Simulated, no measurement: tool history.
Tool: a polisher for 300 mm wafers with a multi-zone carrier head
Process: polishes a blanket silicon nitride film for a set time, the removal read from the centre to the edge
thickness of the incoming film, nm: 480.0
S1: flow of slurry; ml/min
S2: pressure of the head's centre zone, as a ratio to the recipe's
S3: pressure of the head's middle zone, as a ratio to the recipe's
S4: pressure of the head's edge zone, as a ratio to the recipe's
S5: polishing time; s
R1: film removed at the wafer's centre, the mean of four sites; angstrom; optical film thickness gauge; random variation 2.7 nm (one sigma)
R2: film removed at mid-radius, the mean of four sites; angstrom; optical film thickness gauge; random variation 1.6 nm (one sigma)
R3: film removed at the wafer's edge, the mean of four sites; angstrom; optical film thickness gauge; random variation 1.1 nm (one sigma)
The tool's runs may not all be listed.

run	hour	S1	S2	S3	S4	S5	R1	R2	R3
1	0	125	1	1	1	60	1476.3	1538.3	1417
2	3.6	125	1	1	1	68	1671.4	1708.9	1625.7
3	12.1	125	1	1	1	78	1895	1971.8	1852.3
4	18.4	125	1.01	1.01	0.98	78	1912	2018.6	1852
5	20.8	125	1.02	1.01	0.96	78	1994.5	2010.7	1839
6	28.2	125	1.02	1.01	0.96	70	1753.4	1803.3	1653.9

Forecast run 7:
7	35.6	135	1.02	1.02	0.96	70	?	?	?

Run 7 gave R1 1758.5 angstrom, R2 1832.7 angstrom, R3 1672.2 angstrom.

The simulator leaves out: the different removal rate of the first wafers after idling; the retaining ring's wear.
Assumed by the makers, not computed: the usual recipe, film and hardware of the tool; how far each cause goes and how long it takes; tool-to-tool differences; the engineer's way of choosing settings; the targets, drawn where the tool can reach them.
